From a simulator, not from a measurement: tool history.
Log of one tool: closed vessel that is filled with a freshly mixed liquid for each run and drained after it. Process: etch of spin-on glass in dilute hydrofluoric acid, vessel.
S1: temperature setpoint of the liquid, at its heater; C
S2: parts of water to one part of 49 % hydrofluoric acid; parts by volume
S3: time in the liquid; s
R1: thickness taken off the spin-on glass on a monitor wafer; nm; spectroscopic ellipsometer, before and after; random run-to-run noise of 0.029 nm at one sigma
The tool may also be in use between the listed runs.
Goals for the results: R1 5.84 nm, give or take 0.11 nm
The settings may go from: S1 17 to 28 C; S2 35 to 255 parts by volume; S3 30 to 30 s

run,hour,S1,S2,S3,R1
1,0,20,145,30,4.9941
2,1.1,20,100,30,7.5761
3,3.9,21.5,100,30,7.9862
4,9.2,24,100,30,8.955
5,17.7,22.5,100,30,8.3931
6,21.6,21.5,105,30,7.5766
7,27.8,20.5,105,30,7.3065
8,33.6,20,105,30,7.1216
9,38.5,19.5,105,30,7.0642

Exercise: of the 4 proposed moves below, exactly one satisfies all targets within the stated allowed misses. Which move is it?
A,43.4,17,110,30,?
B,43.4,19.5,120,30,?
C,43.4,20,120,30,?
D,43.4,22,135,30,?

move,R1
A,6.0471
B,6.0827
C,6.2076
D,5.8794
A: better than the last run, though not everything is in spec
B: better than the last run, though not everything is in spec
C: better than the last run, though not everything is in spec
D: all results land within tolerance of their targets
D is the move that brings every result within its allowed miss.
